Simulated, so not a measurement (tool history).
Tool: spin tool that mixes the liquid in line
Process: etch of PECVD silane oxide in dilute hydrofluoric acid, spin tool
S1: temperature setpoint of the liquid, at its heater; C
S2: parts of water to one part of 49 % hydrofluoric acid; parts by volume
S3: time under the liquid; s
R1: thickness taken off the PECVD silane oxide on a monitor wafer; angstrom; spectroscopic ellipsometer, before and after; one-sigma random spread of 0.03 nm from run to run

run,day,S1,S2,S3,R1
1,0,26,230,15,19.74
2,0.2,28,220,15,22.782
3,0.246,28,220,15,22.798
4,0.446,29.5,220,15,24.348
5,0.633,31,215,15,26.203
6,0.812,32.5,215,15,27.272
7,1.138,33,210,15,28.886

Run 8 comes next. What will it give?
# day 1.383: hydrofluoric acid flow meter replaced
8,1.383,33.5,210,15,?

R1: 27.269 angstrom

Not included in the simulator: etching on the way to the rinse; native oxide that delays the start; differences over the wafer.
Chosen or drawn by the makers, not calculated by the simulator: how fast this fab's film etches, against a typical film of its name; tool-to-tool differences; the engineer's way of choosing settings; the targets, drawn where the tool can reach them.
